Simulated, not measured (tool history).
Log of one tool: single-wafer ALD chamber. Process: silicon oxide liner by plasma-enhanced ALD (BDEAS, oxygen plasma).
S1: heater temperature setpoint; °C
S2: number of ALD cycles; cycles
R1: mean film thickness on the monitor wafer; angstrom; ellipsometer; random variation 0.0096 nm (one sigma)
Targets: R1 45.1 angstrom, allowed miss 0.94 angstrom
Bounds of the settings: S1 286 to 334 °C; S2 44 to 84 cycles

{"run": 1, "hour": 0.0, "S1": 310, "S2": 64, "R1": 54.902}
{"run": 2, "hour": 4.5, "S1": 300, "S2": 64, "R1": 55.559}
{"run": 3, "hour": 7.9, "S1": 300, "S2": 59, "R1": 51.301}
{"run": 4, "hour": 12.9, "S1": 300, "S2": 53, "R1": 45.929}
{"run": 5, "hour": 16.9, "S1": 300, "S2": 59, "R1": 51.274}
{"run": 6, "hour": 20.4, "S1": 305, "S2": 59, "R1": 50.93}
{"hour": 23.9, "done": "thermocouple changed; heater temperature recalibrated"}
{"run": 7, "hour": 23.9, "S1": 305, "S2": 57, "R1": 49.38}
{"run": 8, "hour": 31.4, "S1": 305, "S2": 55, "R1": 47.629}

Which of these 5 next moves meets every target?
{"run": "A", "hour": 38.9, "S1": 301, "S2": 49, "R1": "?"}
{"run": "B", "hour": 38.9, "S1": 297, "S2": 51, "R1": "?"}
{"run": "C", "hour": 38.9, "S1": 287, "S2": 55, "R1": "?"}
{"run": "D", "hour": 38.9, "S1": 293, "S2": 58, "R1": "?"}
{"run": "E", "hour": 38.9, "S1": 303, "S2": 56, "R1": "?"}

move=A R1=42.737
move=B R1=44.845
move=C R1=49.91
move=D R1=51.654
move=E R1=48.721
A: takes the result that was furthest off past its target
B: meets every target
C: further off than the last run
D: further off than the last run
E: further off than the last run
Move B is the one to make.

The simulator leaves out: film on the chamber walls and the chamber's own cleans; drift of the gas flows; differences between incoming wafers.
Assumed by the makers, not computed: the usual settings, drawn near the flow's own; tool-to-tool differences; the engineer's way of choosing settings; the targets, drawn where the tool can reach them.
